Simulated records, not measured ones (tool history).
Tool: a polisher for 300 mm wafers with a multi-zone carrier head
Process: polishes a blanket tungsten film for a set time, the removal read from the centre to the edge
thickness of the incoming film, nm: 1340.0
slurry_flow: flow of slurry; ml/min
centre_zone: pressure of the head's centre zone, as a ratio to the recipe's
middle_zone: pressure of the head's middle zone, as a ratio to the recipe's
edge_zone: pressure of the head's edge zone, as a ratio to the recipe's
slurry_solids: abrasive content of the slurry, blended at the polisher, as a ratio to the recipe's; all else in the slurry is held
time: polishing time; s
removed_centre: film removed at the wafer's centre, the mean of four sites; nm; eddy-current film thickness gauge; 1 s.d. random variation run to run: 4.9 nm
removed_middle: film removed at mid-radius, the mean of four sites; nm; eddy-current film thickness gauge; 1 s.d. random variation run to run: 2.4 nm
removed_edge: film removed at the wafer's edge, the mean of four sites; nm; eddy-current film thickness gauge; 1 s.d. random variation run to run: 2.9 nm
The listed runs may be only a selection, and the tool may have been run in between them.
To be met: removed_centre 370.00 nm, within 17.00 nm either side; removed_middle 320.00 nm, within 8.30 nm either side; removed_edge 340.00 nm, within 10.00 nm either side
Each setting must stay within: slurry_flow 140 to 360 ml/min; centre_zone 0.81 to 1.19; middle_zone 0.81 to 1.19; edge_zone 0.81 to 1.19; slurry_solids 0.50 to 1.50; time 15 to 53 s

| run | hour | slurry_flow | centre_zone | middle_zone | edge_zone | slurry_solids | time | removed_centre | removed_middle | removed_edge |
|---|---|---|---|---|---|---|---|---|---|---|
| 1 | 0.0 | 230 | 1.00 | 1.00 | 1.00 | 1.00 | 34 | 243.70 | 241.76 | 239.72 |
| 2 | 4.8 | 230 | 1.00 | 1.00 | 1.00 | 1.15 | 34 | 244.14 | 251.08 | 252.27 |
| 3 | 6.8 | 230 | 1.07 | 1.00 | 1.00 | 1.15 | 34 | 266.73 | 248.33 | 251.87 |
| 4 | 12.5 | 245 | 1.10 | 1.01 | 1.03 | 1.25 | 35 | 290.49 | 264.04 | 268.56 |
| 5 | 15.1 | 245 | 1.12 | 1.01 | 1.06 | 1.30 | 36 | 304.70 | 275.42 | 278.53 |
| 6 | 19.4 | 255 | 1.13 | 1.00 | 1.08 | 1.35 | 37 | 321.37 | 280.83 | 295.75 |
| 7 | 21.0 | 265 | 1.14 | 1.01 | 1.10 | 1.40 | 38 | 341.18 | 295.15 | 306.47 |
| 8 | 24.3 | 265 | 1.14 | 1.01 | 1.12 | 1.45 | 39 | 350.84 | 309.24 | 327.00 |
| 9 | 33.2 | 270 | 1.15 | 1.01 | 1.13 | 1.45 | 39 | 354.54 | 305.81 | 331.43 |

Which one of the following 5 next-run settings gets every result inside its allowed miss? There is exactly one.
| A | 42.1 | 295 | 1.19 | 1.04 | 1.19 | 1.50 | 39 | ? | ? | ? |
| B | 42.1 | 235 | 1.06 | 1.08 | 1.11 | 1.40 | 40 | ? | ? | ? |
| C | 42.1 | 215 | 1.10 | 0.96 | 0.97 | 1.20 | 44 | ? | ? | ? |
| D | 42.1 | 315 | 1.14 | 0.95 | 1.11 | 1.40 | 40 | ? | ? | ? |
| E | 42.1 | 260 | 1.12 | 0.96 | 1.14 | 1.45 | 38 | ? | ? | ? |

| move | removed_centre | removed_middle | removed_edge |
|---|---|---|---|
| A | 378.57 | 322.36 | 340.03 |
| B | 330.93 | 327.95 | 324.60 |
| C | 359.26 | 311.06 | 319.71 |
| D | 367.81 | 303.11 | 332.71 |
| E | 339.12 | 287.55 | 318.53 |
A: all results in spec
B: meets the target for the result that was furthest off, but another lies outside its allowed miss
C: its largest miss is bigger than the last run's
D: its largest miss is bigger than the last run's
E: its largest miss is bigger than the last run's
The right move is A.
